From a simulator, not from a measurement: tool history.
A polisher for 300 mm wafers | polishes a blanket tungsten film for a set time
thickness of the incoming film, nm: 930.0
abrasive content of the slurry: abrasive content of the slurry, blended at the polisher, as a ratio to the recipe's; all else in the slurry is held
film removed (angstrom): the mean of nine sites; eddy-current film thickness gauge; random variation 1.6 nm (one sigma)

run	hour	flow of slurry (ml/min)	pressure of the wafer on the pad (psi)	speed of the pad under the wafer (cm/s)	abrasive content of the slurry	polishing time (s)	film removed (angstrom)
1	0.0	170	3.3	132	1.0	40	2056.6
2	1.4	165	3.1	132	1.0	40	1920.4
3	4.7	165	3.4	132	1.0	40	2045.1
4	5.4	165	3.4	132	0.9	40	2018.4
5	13.2	155	3.2	132	0.9	40	1884.8
6	21.0	150	3.1	132	0.9	40	1850.4
7	28.7	150	2.7	132	0.9	40	1578.4

Forecast run 8:
8	29.9	155	2.7	132	0.9	40	?

{"run 8": {"film removed (angstrom)": 1609.2}}
